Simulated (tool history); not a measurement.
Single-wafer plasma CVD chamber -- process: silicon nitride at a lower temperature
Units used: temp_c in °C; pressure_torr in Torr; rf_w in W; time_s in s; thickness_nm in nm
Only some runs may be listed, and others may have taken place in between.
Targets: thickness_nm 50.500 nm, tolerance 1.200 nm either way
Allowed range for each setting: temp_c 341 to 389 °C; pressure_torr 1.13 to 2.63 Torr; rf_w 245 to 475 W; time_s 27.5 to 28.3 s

run  hour  temp_c  pressure_torr  rf_w  time_s  thickness_nm
  1   0.0     365           1.88   360    27.5        39.930
  2   5.3     365           1.96   375    27.6        42.072
  3  11.8     370           1.96   375    27.6        41.621
  4  17.6     370           2.05   385    27.6        43.230
  5  25.5     370           2.05   345    27.6        39.401
  6  28.9     370           2.05   375    27.6        41.983
  7  34.9     370           2.12   385    27.6        43.255
  8  38.3     370           2.17   395    27.6        44.489

5 candidate next runs follow, results not yet known. Just one meets every target within its allowed miss. Identify it.
  A  41.7     365           2.12   305    27.5             ?
  B  41.7     370           2.10   410    28.3             ?
  C  41.7     361           2.14   450    28.2             ?
  D  41.7     374           2.45   395    28.1             ?
  E  41.7     369           2.05   395    27.5             ?

move  thickness_nm
   A        35.731
   B        46.342
   C        49.721
   D        46.593
   E        43.514
A: its largest miss is bigger than the last run's
B: gains on the last run, yet a result remains outside its allowed miss
C: every result within its allowed miss
D: gains on the last run, yet a result remains outside its allowed miss
E: its largest miss is bigger than the last run's
So the answer is move C, the one that meets all the targets.
